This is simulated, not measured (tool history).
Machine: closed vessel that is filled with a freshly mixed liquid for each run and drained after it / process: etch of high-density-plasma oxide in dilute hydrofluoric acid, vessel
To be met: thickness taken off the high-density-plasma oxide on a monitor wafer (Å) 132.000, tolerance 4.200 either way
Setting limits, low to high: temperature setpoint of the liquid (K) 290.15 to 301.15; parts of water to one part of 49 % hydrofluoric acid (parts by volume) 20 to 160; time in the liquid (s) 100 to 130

run	hour	temperature setpoint of the liquid (K)	parts of water to one part of 49 % hydrofluoric acid (parts by volume)	time in the liquid (s)	thickness taken off the high-density-plasma oxide on a monitor wafer (Å)
1	0.0	293.15	90	130	78.242
2	4.4	295.15	85	130	90.821
3	6.3	295.15	100	130	74.465
4	11.6	295.15	100	130	75.394
5	19.5	296.65	90	130	88.549
6	22.1	297.65	85	130	99.031
7	29.9	298.65	80	130	109.000
8	35.5	299.15	75	130	120.150
9	36.1	299.65	75	130	123.280
10	42.4	300.15	75	130	126.590

Consider the 5 candidate settings below. Which is the only one whose results all fall within their allowed miss of target?
A	48.7	300.65	70	125	?
B	48.7	301.15	65	100	?
C	48.7	297.65	70	125	?
D	48.7	298.65	50	100	?
E	48.7	299.15	70	125	?

move	thickness taken off the high-density-plasma oxide on a monitor wafer (Å)
A	134.350
B	118.890
C	119.220
D	142.820
E	126.600
A: each result inside its tolerance
B: misses by more than the last run did
C: misses by more than the last run did
D: takes the result that was furthest off past its target
E: roughly where the last run was
So the answer is move A, the one that meets all the targets.
